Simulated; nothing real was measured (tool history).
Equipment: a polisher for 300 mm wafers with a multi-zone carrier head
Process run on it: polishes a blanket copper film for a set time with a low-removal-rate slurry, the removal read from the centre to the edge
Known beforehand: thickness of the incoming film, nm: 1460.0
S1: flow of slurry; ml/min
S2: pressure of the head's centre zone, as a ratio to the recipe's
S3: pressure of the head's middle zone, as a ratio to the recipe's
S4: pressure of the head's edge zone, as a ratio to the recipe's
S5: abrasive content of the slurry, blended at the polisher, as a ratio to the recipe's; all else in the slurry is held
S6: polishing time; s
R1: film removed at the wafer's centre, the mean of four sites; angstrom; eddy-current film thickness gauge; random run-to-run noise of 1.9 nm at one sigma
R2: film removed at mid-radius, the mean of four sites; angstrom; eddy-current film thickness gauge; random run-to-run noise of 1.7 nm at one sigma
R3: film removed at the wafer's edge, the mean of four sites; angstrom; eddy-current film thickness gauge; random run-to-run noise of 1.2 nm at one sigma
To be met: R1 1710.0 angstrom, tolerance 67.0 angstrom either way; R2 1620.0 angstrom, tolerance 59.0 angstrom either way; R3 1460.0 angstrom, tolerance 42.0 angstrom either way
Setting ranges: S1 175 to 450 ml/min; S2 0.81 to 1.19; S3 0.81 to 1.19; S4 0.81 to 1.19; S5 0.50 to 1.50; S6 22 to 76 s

run 1 hour=0.0 | S1=290 S2=1.00 S3=1.00 S4=1.00 S5=1.00 S6=49 | R1=1131.9 R2=1106.8 R3=1114.4
run 2 hour=2.2 | S1=265 S2=1.00 S3=1.00 S4=1.00 S5=1.00 S6=49 | R1=1132.3 R2=1098.1 R3=1098.4
run 3 hour=11.2 | S1=275 S2=1.05 S3=1.05 S4=1.02 S5=1.15 S6=51 | R1=1287.8 R2=1241.7 R3=1210.5
run 4 hour=19.9 | S1=275 S2=1.05 S3=1.05 S4=0.95 S5=1.15 S6=51 | R1=1283.3 R2=1258.8 R3=1165.6
run 5 hour=25.7 | S1=275 S2=1.05 S3=0.97 S4=0.95 S5=1.15 S6=51 | R1=1266.8 R2=1158.5 R3=1174.1
run 6 hour=33.0 | S1=275 S2=1.09 S3=0.97 S4=0.95 S5=1.15 S6=51 | R1=1328.4 R2=1178.8 R3=1181.6
run 7 hour=40.7 | S1=320 S2=1.19 S3=1.07 S4=1.05 S5=1.40 S6=54 | R1=1643.8 R2=1440.6 R3=1397.8
run 8 hour=46.5 | S1=325 S2=1.19 S3=1.10 S4=1.05 S5=1.45 S6=54 | R1=1655.0 R2=1495.1 R3=1420.1
run 9 hour=50.7 | S1=330 S2=1.19 S3=1.11 S4=1.04 S5=1.45 S6=54 | R1=1686.8 R2=1533.0 R3=1412.3
run 10 hour=59.1 | S1=335 S2=1.19 S3=1.12 S4=1.05 S5=1.45 S6=54 | R1=1670.0 R2=1544.9 R3=1416.1
run 11 hour=64.2 | S1=335 S2=1.19 S3=1.12 S4=1.05 S5=1.45 S6=54 | R1=1707.5 R2=1533.7 R3=1420.8
run 12 hour=71.3 | S1=335 S2=1.18 S3=1.13 S4=1.06 S5=1.45 S6=54 | R1=1687.1 R2=1544.3 R3=1408.5
run 13 hour=77.1 | S1=335 S2=1.18 S3=1.13 S4=1.06 S5=1.45 S6=54 | R1=1659.8 R2=1531.0 R3=1411.5
run 14 hour=85.0 | S1=340 S2=1.18 S3=1.14 S4=1.07 S5=1.45 S6=54 | R1=1667.2 R2=1555.0 R3=1422.3

Next run, 5 choices. One meets every target within its allowed miss, the rest don't. Which?
run A hour=92.9 | S1=275 S2=1.19 S3=1.11 S4=1.11 S5=1.35 S6=55 | R1=? R2=? R3=?
run B hour=92.9 | S1=320 S2=1.15 S3=1.13 S4=1.01 S5=1.50 S6=57 | R1=? R2=? R3=?
run C hour=92.9 | S1=335 S2=1.12 S3=1.19 S4=1.00 S5=1.50 S6=57 | R1=? R2=? R3=?
run D hour=92.9 | S1=345 S2=1.19 S3=1.11 S4=1.09 S5=1.40 S6=53 | R1=? R2=? R3=?
run E hour=92.9 | S1=370 S2=1.15 S3=0.97 S4=1.06 S5=1.20 S6=57 | R1=? R2=? R3=?

move=A R1=1651.4 R2=1505.7 R3=1426.1
move=B R1=1733.3 R2=1658.5 R3=1470.7
move=C R1=1696.7 R2=1742.1 R3=1467.5
move=D R1=1649.4 R2=1500.2 R3=1400.2
move=E R1=1651.4 R2=1387.3 R3=1432.4
A: its largest miss is bigger than the last run's
B: every result lands within tolerance
C: takes the result that was furthest off past its target
D: its largest miss is bigger than the last run's
E: its largest miss is bigger than the last run's
B meets every target.
